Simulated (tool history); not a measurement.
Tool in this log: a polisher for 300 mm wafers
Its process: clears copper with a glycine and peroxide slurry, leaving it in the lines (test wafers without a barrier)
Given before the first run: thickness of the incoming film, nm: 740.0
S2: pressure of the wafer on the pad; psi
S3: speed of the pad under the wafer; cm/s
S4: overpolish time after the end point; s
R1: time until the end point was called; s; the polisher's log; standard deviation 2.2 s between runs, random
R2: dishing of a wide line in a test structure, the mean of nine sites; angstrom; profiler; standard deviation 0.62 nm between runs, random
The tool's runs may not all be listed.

{"run": 1, "day": 0.0, "flow of slurry (ml/min)": 260, "S2": 2.5, "S3": 104, "S4": 28, "R1": 158.21, "R2": 757.19}
{"run": 2, "day": 0.204, "flow of slurry (ml/min)": 260, "S2": 2.9, "S3": 104, "S4": 28, "R1": 137.17, "R2": 848.47}
{"run": 3, "day": 0.533, "flow of slurry (ml/min)": 250, "S2": 2.5, "S3": 110, "S4": 22, "R1": 148.43, "R2": 667.51}
{"run": 4, "day": 0.883, "flow of slurry (ml/min)": 230, "S2": 2.1, "S3": 116, "S4": 18, "R1": 166.79, "R2": 499.63}
{"run": 5, "day": 1.117, "flow of slurry (ml/min)": 210, "S2": 2.0, "S3": 118, "S4": 15, "R1": 175.17, "R2": 428.47}
{"run": 6, "day": 1.396, "flow of slurry (ml/min)": 210, "S2": 2.0, "S3": 136, "S4": 15, "R1": 158.67, "R2": 475.46}
{"run": 7, "day": 1.575, "flow of slurry (ml/min)": 280, "S2": 1.5, "S3": 116, "S4": 8, "R1": 211.48, "R2": 194.17}
{"day": 1.608, "done": "head pressure recalibrated"}
{"run": 8, "day": 1.608, "flow of slurry (ml/min)": 260, "S2": 1.6, "S3": 116, "S4": 8, "R1": 198.74, "R2": 208.69}
{"run": 9, "day": 1.775, "flow of slurry (ml/min)": 240, "S2": 1.6, "S3": 116, "S4": 9, "R1": 196.68, "R2": 225.29}
{"run": 10, "day": 2.108, "flow of slurry (ml/min)": 235, "S2": 1.6, "S3": 116, "S4": 10, "R1": 197.41, "R2": 257.58}
{"run": 11, "day": 2.321, "flow of slurry (ml/min)": 225, "S2": 1.6, "S3": 116, "S4": 10, "R1": 200.5, "R2": 260.93}
{"run": 12, "day": 2.567, "flow of slurry (ml/min)": 215, "S2": 1.6, "S3": 116, "S4": 10, "R1": 200.32, "R2": 254.12}
{"run": 13, "day": 2.879, "flow of slurry (ml/min)": 220, "S2": 1.8, "S3": 116, "S4": 15, "R1": 183.76, "R2": 397.55}

For run 14, what comes out?
{"run": 14, "day": 3.183, "flow of slurry (ml/min)": 215, "S2": 1.6, "S3": 122, "S4": 10, "R1": "?", "R2": "?"}

R1: 192.64 s
R2: 263.66 angstrom

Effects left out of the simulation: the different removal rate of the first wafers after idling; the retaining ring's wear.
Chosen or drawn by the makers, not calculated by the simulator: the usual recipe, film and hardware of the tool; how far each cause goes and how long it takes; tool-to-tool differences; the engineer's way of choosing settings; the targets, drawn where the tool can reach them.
